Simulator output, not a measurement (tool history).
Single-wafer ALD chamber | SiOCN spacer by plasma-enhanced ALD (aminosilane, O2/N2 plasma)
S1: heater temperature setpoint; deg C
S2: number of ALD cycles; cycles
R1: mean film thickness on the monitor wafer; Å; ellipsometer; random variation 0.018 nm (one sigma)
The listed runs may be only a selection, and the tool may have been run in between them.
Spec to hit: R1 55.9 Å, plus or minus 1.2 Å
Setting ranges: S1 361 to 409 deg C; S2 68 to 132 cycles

run 1 day=0 | S1=385 S2=100 | R1=67.174
run 2 day=0.062 | S1=385 S2=95 | R1=63.591
run 3 day=0.429 | S1=379 S2=95 | R1=63.898
run 4 day=0.496 | S1=374 S2=95 | R1=64.023
run 5 day=0.629 | S1=380 S2=95 | R1=64.186
run 6 day=0.862 | S1=380 S2=91 | R1=61.367
run 7 day=0.892 | S1=380 S2=88 | R1=59.042
run 8 day=0.929 | S1=380 S2=87 | R1=58.713
run 9 day=1.204 | S1=380 S2=86 | R1=57.985
run 10 day=1.333 | S1=380 S2=85 | R1=57.025
run 11 day=1.479 | S1=380 S2=85 | R1=57.165
run 12 day=1.588 | S1=380 S2=85 | R1=57.212

Which of these 5 next moves meets every target?
run A day=1.696 | S1=371 S2=83 | R1=?
run B day=1.696 | S1=382 S2=90 | R1=?
run C day=1.696 | S1=386 S2=88 | R1=?
run D day=1.696 | S1=380 S2=87 | R1=?
run E day=1.696 | S1=372 S2=87 | R1=?

move=A R1=55.81
move=B R1=60.517
move=C R1=59.172
move=D R1=58.5
move=E R1=58.5
A: hits every target within its allowed miss
B: the biggest miss grows against the last run
C: the biggest miss grows against the last run
D: the biggest miss grows against the last run
E: the biggest miss grows against the last run
The right move is A.

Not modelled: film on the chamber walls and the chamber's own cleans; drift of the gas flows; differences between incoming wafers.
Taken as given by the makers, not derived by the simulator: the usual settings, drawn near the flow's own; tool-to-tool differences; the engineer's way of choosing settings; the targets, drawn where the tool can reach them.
